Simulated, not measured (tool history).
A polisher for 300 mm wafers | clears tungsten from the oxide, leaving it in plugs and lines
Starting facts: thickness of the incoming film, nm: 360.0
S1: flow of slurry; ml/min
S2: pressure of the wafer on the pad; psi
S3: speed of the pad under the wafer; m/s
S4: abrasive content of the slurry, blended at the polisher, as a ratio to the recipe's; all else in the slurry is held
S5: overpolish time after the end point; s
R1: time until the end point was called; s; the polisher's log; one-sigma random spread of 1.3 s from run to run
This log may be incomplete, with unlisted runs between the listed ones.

{"run": 1, "hour": 0.0, "S1": 310, "S2": 3.6, "S3": 1.16, "S4": 1, "S5": 3, "R1": 56.252}
{"run": 2, "hour": 7.6, "S1": 310, "S2": 4.4, "S3": 1.16, "S4": 1, "S5": 3, "R1": 51.421}
{"run": 3, "hour": 11.6, "S1": 310, "S2": 4.4, "S3": 1.16, "S4": 1.15, "S5": 3, "R1": 48.14}
{"run": 4, "hour": 13.0, "S1": 310, "S2": 4.4, "S3": 1.16, "S4": 1.15, "S5": 2, "R1": 47.907}
{"run": 5, "hour": 14.1, "S1": 310, "S2": 4.4, "S3": 0.96, "S4": 1.15, "S5": 2, "R1": 57.671}
{"run": 6, "hour": 18.6, "S1": 310, "S2": 4.2, "S3": 0.94, "S4": 1.15, "S5": 2, "R1": 61.068}
{"run": 7, "hour": 24.0, "S1": 310, "S2": 4, "S3": 0.92, "S4": 1.15, "S5": 2, "R1": 64.481}
{"run": 8, "hour": 27.7, "S1": 310, "S2": 3.9, "S3": 0.92, "S4": 1.15, "S5": 2, "R1": 65.822}

Run 9 comes next. What will it give?
{"run": 9, "hour": 29.0, "S1": 310, "S2": 3.9, "S3": 0.92, "S4": 1.15, "S5": 2, "R1": "?"}

R1: 66.195 s

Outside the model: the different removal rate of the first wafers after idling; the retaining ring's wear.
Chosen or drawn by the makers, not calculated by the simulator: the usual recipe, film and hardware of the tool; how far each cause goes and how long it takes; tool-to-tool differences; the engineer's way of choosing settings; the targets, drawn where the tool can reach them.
